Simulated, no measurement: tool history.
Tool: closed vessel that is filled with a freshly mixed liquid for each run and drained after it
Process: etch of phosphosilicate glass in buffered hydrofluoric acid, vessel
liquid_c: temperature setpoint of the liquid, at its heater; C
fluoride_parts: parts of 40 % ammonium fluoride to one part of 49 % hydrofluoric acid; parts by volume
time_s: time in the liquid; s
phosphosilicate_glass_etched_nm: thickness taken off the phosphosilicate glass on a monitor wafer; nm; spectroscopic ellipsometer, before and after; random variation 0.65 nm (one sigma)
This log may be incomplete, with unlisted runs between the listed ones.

run  hour  liquid_c  fluoride_parts  time_s  phosphosilicate_glass_etched_nm
  1   0.0      23.0            10.5      90                           231.82
  2   4.8      25.0            10.5      90                           259.89
  3  11.0      22.5            10.5      90                           226.55
  4  16.8      22.0            11.0      90                           210.39
  5  20.1      22.0            11.0      95                           223.81
  6  26.6      25.5            11.0      95                           269.07
  7  29.4      24.5            11.5      95                           245.02

What will run 8 give?
  8  32.0      20.5            14.5      95                                ?

{"run 8": {"phosphosilicate_glass_etched_nm": 156.9}}

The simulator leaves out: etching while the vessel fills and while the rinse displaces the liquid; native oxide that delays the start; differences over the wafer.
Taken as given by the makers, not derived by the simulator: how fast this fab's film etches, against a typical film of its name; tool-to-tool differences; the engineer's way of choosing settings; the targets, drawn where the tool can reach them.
